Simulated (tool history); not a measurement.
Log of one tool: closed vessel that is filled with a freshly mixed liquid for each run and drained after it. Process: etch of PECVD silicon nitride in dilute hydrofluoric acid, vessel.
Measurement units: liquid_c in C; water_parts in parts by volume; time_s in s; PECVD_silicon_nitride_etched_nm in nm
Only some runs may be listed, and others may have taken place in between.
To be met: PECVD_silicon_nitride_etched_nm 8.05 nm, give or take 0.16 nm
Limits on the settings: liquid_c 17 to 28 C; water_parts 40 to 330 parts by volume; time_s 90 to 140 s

run,hour,liquid_c,water_parts,time_s,PECVD_silicon_nitride_etched_nm
1,0,20,185,140,3.8312
2,7.4,18.5,185,140,3.4461
3,15.1,20,180,140,3.903
4,24.5,17,180,140,3.1795
5,30.7,17,180,140,3.171
6,36,18.5,175,140,3.652
7,37.6,20,170,140,4.1314
8,43.9,21,165,140,4.4853
9,52.6,22,160,140,4.9808
10,55.6,23,160,140,5.2578
11,57.8,23.5,155,140,5.6629
12,67,23.5,155,140,5.6623
13,68.5,24,155,140,5.8539
14,75.3,24.5,155,140,6.0178
15,83.9,25,155,140,6.2251
16,85.1,25.5,155,140,6.5065

Next run, 4 choices. One meets every target within its allowed miss, the rest don't. Which?
A,86.3,22,90,90,?
B,86.3,23.5,105,140,?
C,86.3,23,105,140,?
D,86.3,25,115,140,?

move,PECVD_silicon_nitride_etched_nm
A,5.6251
B,8.3117
C,8.0406
D,8.3833
A: the biggest miss grows against the last run
B: the result that was furthest off in the last run now lies on the other side of its target
C: hits every target within its allowed miss
D: the result that was furthest off in the last run now lies on the other side of its target
The right move is C.
